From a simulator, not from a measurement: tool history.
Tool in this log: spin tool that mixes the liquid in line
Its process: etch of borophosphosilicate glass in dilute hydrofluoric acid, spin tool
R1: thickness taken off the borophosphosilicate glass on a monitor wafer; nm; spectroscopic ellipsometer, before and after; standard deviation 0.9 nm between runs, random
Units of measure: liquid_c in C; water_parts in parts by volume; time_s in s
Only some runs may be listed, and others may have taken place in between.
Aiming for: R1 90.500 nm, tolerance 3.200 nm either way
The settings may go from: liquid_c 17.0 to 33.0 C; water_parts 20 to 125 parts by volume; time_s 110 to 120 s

{"run": 1, "hour": 0.0, "liquid_c": 25.0, "water_parts": 70, "time_s": 110, "R1": 107.95}
{"run": 2, "hour": 5.5, "liquid_c": 25.0, "water_parts": 70, "time_s": 120, "R1": 117.15}
{"run": 3, "hour": 13.8, "liquid_c": 23.5, "water_parts": 70, "time_s": 120, "R1": 108.32}
{"run": 4, "hour": 22.3, "liquid_c": 23.5, "water_parts": 70, "time_s": 120, "R1": 110.36}
{"run": 5, "hour": 30.6, "liquid_c": 23.0, "water_parts": 70, "time_s": 120, "R1": 107.48}
{"run": 6, "hour": 38.1, "liquid_c": 26.0, "water_parts": 70, "time_s": 120, "R1": 122.91}
{"run": 7, "hour": 42.8, "liquid_c": 25.5, "water_parts": 70, "time_s": 120, "R1": 118.1}
{"run": 8, "hour": 44.5, "liquid_c": 25.0, "water_parts": 70, "time_s": 120, "R1": 116.18}
{"run": 9, "hour": 52.5, "liquid_c": 24.5, "water_parts": 70, "time_s": 120, "R1": 114.76}
{"run": 10, "hour": 55.1, "liquid_c": 24.0, "water_parts": 70, "time_s": 120, "R1": 110.61}
{"run": 11, "hour": 62.6, "liquid_c": 20.0, "water_parts": 70, "time_s": 120, "R1": 94.943}

Which one of the following 5 next-run settings gets every result inside its allowed miss? There is exactly one.
{"run": "A", "hour": 70.1, "liquid_c": 18.5, "water_parts": 70, "time_s": 120, "R1": "?"}
{"run": "B", "hour": 70.1, "liquid_c": 20.5, "water_parts": 65, "time_s": 120, "R1": "?"}
{"run": "C", "hour": 70.1, "liquid_c": 20.0, "water_parts": 60, "time_s": 110, "R1": "?"}
{"run": "D", "hour": 70.1, "liquid_c": 21.0, "water_parts": 65, "time_s": 115, "R1": "?"}
{"run": "E", "hour": 70.1, "liquid_c": 18.0, "water_parts": 60, "time_s": 115, "R1": "?"}

move=A R1=90.066
move=B R1=106.140
move=C R1=103.820
move=D R1=103.860
move=E R1=99.694
A: hits every target within its allowed miss
B: moves away from the targets compared with the last run
C: moves away from the targets compared with the last run
D: moves away from the targets compared with the last run
E: moves away from the targets compared with the last run
Correct choice: A, which meets every target
